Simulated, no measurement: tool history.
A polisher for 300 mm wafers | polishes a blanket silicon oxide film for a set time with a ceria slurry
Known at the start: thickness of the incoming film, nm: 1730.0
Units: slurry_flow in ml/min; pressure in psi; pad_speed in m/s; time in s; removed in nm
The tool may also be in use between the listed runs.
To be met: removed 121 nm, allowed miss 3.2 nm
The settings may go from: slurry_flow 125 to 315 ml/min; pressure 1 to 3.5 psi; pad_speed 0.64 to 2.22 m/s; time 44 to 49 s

| run | hour | slurry_flow | pressure | pad_speed | time | removed |
|---|---|---|---|---|---|---|
| 1 | 0 | 205 | 2.2 | 1.42 | 49 | 168.22 |
| 2 | 6.8 | 205 | 2.2 | 1.42 | 49 | 168.09 |
| 3 | 7.8 | 200 | 2 | 1.42 | 49 | 152.61 |
| 4 | 9.4 | 195 | 1.9 | 1.42 | 49 | 145.79 |
| 5 | 17.2 | 190 | 1.8 | 1.42 | 49 | 135.36 |
| 6 | 20.8 | 180 | 1.8 | 1.42 | 49 | 134.71 |
| 7 | 26.7 | 170 | 1.8 | 1.42 | 49 | 130.8 |
| 8 | 30.2 | 160 | 1.8 | 1.42 | 49 | 127.92 |
| 9 | 35.4 | 155 | 1.8 | 1.42 | 49 | 126.86 |
| 10 | 36.1 | 150 | 1.8 | 1.42 | 49 | 128.78 |
| 11 | 42.4 | 145 | 1.8 | 1.42 | 49 | 123.81 |

Which of these 4 next moves meets every target?
| A | 48.7 | 130 | 1.9 | 1.58 | 44 | ? |
| B | 48.7 | 155 | 1.9 | 1.4 | 45 | ? |
| C | 48.7 | 135 | 2.1 | 1.46 | 44 | ? |
| D | 48.7 | 155 | 1.9 | 1.4 | 49 | ? |

| move | removed |
|---|---|
| A | 127.39 |
| B | 122.97 |
| C | 131.77 |
| D | 133.9 |
A: further off than the last run
B: meets every target
C: further off than the last run
D: further off than the last run
The right move is B.

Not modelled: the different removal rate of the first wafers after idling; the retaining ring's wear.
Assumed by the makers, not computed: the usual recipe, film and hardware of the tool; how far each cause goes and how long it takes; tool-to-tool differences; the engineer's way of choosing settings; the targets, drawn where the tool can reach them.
